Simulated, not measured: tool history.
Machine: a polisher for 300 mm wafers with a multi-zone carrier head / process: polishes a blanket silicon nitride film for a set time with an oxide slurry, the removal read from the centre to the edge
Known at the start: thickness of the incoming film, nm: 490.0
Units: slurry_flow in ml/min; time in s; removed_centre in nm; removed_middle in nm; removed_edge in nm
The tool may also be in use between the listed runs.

Run 1, day 0: slurry_flow 275 ml/min, centre_zone 1, middle_zone 1, edge_zone 1, slurry_solids 1, time 33 s. Result: removed_centre 28.766 nm, removed_middle 27.196 nm, removed_edge 28.582 nm.
Run 2, day 0.279: slurry_flow 275 ml/min, centre_zone 1, middle_zone 1, edge_zone 1, slurry_solids 1.1, time 33 s. Result: removed_centre 30.717 nm, removed_middle 28.769 nm, removed_edge 29.706 nm.
Run 3, day 0.371: slurry_flow 275 ml/min, centre_zone 1, middle_zone 1, edge_zone 1, slurry_solids 1, time 33 s. Result: removed_centre 28.959 nm, removed_middle 27.291 nm, removed_edge 29.21 nm.
Run 4, day 0.404: slurry_flow 285 ml/min, centre_zone 1.01, middle_zone 1.02, edge_zone 0.97, slurry_solids 0.95, time 32 s. Result: removed_centre 27.712 nm, removed_middle 25.997 nm, removed_edge 26.389 nm.
Run 5, day 0.433: slurry_flow 290 ml/min, centre_zone 1, middle_zone 1.02, edge_zone 0.95, slurry_solids 0.9, time 32 s. Result: removed_centre 26.154 nm, removed_middle 25.712 nm, removed_edge 25.27 nm.
Run 6, day 0.625: slurry_flow 295 ml/min, centre_zone 1, middle_zone 1.01, edge_zone 0.93, slurry_solids 0.85, time 32 s. Result: removed_centre 25.343 nm, removed_middle 24.396 nm, removed_edge 24.22 nm.

Forecast run 7:
Run 7, day 0.767: slurry_flow 300 ml/min, centre_zone 0.99, middle_zone 1, edge_zone 0.91, slurry_solids 0.85, time 32 s. Result: removed_centre ?, removed_middle ?, removed_edge ?.

{"run 7": {"removed_centre": 25.28, "removed_middle": 24.448, "removed_edge": 24.39}}

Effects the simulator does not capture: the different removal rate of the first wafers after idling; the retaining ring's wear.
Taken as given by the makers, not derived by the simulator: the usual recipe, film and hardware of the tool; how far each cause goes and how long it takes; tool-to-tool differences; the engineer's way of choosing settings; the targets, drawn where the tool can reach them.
